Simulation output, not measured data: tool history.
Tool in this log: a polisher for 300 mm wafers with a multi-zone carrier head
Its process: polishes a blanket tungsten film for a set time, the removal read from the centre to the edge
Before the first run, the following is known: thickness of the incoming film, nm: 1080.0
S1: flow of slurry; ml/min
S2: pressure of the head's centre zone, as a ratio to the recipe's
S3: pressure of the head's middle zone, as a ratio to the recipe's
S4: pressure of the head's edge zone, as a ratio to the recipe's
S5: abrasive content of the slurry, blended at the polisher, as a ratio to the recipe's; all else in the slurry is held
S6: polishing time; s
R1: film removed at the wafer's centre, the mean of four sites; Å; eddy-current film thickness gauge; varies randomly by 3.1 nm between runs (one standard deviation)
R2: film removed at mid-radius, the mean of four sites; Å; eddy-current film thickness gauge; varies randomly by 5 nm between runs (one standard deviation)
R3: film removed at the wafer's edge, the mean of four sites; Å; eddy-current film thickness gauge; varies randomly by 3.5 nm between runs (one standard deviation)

run	hour	S1	S2	S3	S4	S5	S6	R1	R2	R3
1	0	280	1	1	1	1	66	3228.8	3157.9	3254.2
2	4.7	290	1	1.04	1.04	1.1	66	3312.5	3321.7	3419.5
3	13.1	350	1	1.04	1.04	1.1	66	3380	3493.5	3456.5
4	19	350	1	0.96	1.04	1.1	66	3372.7	3254.3	3453.6
5	27.8	350	1	0.96	1.04	1.1	78	3951.3	3823.9	4051.3
6	31.4	350	0.98	0.98	1.03	1.1	78	3900.6	3860.3	4059.8
7	34.2	355	0.96	1	1.02	1.1	78	3873.7	4005	4040.9
8	43.1	350	0.94	1.01	1.02	1.1	78	3708.2	3925.9	4080
9	49	355	0.94	1.02	1.01	1.1	78	3710.9	3995.1	4016.4
10	53.6	355	0.94	1.02	1.01	1.1	78	3774.9	3972.3	4075.4

Predict the results of run 11:
11	54.7	355	0.93	1.04	1	1.1	78	?	?	?

Logged for run 11: R1 3718.4 Å, R2 4014.1 Å, R3 4020 Å.
